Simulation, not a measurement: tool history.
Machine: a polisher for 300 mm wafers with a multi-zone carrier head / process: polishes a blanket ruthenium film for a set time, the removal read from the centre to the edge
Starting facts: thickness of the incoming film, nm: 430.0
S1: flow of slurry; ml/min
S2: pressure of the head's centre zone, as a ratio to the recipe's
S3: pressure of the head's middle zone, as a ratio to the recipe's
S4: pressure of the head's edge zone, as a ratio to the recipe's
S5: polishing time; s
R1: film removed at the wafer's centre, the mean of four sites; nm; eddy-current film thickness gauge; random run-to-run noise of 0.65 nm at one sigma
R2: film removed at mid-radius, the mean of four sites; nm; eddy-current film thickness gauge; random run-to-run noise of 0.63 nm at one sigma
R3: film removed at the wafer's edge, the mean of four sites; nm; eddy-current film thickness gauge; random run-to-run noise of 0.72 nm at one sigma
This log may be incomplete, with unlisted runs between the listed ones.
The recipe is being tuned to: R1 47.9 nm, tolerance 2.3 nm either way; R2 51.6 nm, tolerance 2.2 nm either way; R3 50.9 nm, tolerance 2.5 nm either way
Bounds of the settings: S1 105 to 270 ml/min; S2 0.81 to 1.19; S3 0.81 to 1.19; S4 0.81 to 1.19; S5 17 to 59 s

run,hour,S1,S2,S3,S4,S5,R1,R2,R3
1,0,175,1,1,1,38,40.285,39.481,41.646
2,5.8,180,1,1.03,1.02,39,42.862,43.735,43.018
3,12.2,180,1,1.09,1.02,39,42.184,44.413,43.01
4,14.8,185,1,1.09,1.05,40,43.787,46.267,44.45
5,22.1,185,0.99,1.08,1.06,41,44.039,46.779,45.895
6,29.7,185,0.99,1.15,1.06,41,45.024,48.529,44.341
7,32.1,190,0.99,1.14,1.08,42,45.816,49.873,47.919
8,36.4,195,0.99,1.14,1.09,42,45.305,50.125,48.766
9,38.7,200,1,1.14,1.09,42,46.937,50.976,48.231
10,42.2,200,1,1.13,1.1,42,46.171,48.95,48.396

Of the 4 settings listed for the next run, only one would bring every result within its allowed miss of target. Which one?
A,45.7,185,0.97,1.09,1.18,41,?,?,?
B,45.7,170,0.97,1.1,1.14,45,?,?,?
C,45.7,250,1.03,1.19,0.84,41,?,?,?
D,45.7,175,1.04,1.17,1.07,42,?,?,?

move,R1,R2,R3
A,43.601,47.513,48.573
B,47.244,51.957,51.977
C,48.254,53.136,42.769
D,47.538,51.329,47.171
A: the biggest miss grows against the last run
B: all results land within tolerance of their targets
C: brings the result that was furthest off to its target, and leaves another outside
D: brings the result that was furthest off to its target, and leaves another outside
Correct choice: B, which meets every target
